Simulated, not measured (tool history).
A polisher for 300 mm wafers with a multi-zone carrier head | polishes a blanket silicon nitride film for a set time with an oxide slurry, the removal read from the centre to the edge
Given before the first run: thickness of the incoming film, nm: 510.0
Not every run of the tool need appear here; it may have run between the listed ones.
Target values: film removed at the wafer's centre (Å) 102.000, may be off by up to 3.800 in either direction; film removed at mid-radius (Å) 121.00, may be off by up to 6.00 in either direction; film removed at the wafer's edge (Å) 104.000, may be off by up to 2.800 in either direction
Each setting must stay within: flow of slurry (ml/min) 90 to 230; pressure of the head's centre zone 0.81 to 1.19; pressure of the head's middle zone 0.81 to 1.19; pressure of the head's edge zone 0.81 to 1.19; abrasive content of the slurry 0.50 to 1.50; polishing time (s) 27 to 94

run	hour	flow of slurry (ml/min)	pressure of the head's centre zone	pressure of the head's middle zone	pressure of the head's edge zone	abrasive content of the slurry	polishing time (s)	film removed at the wafer's centre (Å)	film removed at mid-radius (Å)	film removed at the wafer's edge (Å)
1	0.0	150	1.00	1.00	1.00	1.00	60	286.330	266.19	273.930
2	8.9	140	0.98	1.01	0.97	0.95	55	243.320	229.50	234.570
3	12.9	115	0.98	1.01	0.97	0.95	55	228.620	228.78	226.870
4	18.7	115	0.98	1.09	0.97	0.95	55	233.340	242.75	226.890
5	26.1	140	0.98	1.09	0.97	0.95	55	242.810	254.53	233.330
6	27.0	135	0.97	1.09	0.95	0.90	51	213.410	226.14	205.670
7	33.1	110	0.87	1.10	0.85	0.65	34	91.442	102.91	90.977
8	36.6	150	0.85	1.14	0.91	0.65	34	95.474	113.39	97.997
9	42.9	155	0.85	1.14	0.91	0.65	34	96.544	114.82	98.797
10	47.2	160	0.85	1.14	0.91	0.65	34	98.109	113.80	97.889
11	47.8	160	0.85	1.14	0.92	0.65	34	97.227	114.76	100.130
12	55.4	165	0.85	1.14	0.92	0.65	34	100.550	117.42	100.090
13	63.2	165	0.85	1.14	0.93	0.65	34	99.145	117.17	101.540
14	67.2	170	0.85	1.15	0.94	0.65	34	100.310	120.55	100.600

Exercise: of the 5 proposed moves below, exactly one satisfies all targets within the stated allowed misses. Which move is it?
A	71.2	185	0.84	1.16	0.87	0.65	33	?	?	?
B	71.2	215	0.86	1.17	1.00	0.60	37	?	?	?
C	71.2	180	0.83	1.17	0.94	0.60	36	?	?	?
D	71.2	170	0.87	1.19	0.92	0.70	31	?	?	?
E	71.2	195	0.88	1.18	0.92	0.60	36	?	?	?

move	film removed at the wafer's centre (Å)	film removed at mid-radius (Å)	film removed at the wafer's edge (Å)
A	97.790	117.14	95.132
B	101.670	120.68	103.260
C	94.211	114.52	95.763
D	101.190	121.57	99.405
E	98.779	116.72	95.622
A: misses by more than the last run did
B: all results land within tolerance of their targets
C: misses by more than the last run did
D: misses by more than the last run did
E: misses by more than the last run did
B meets every target.
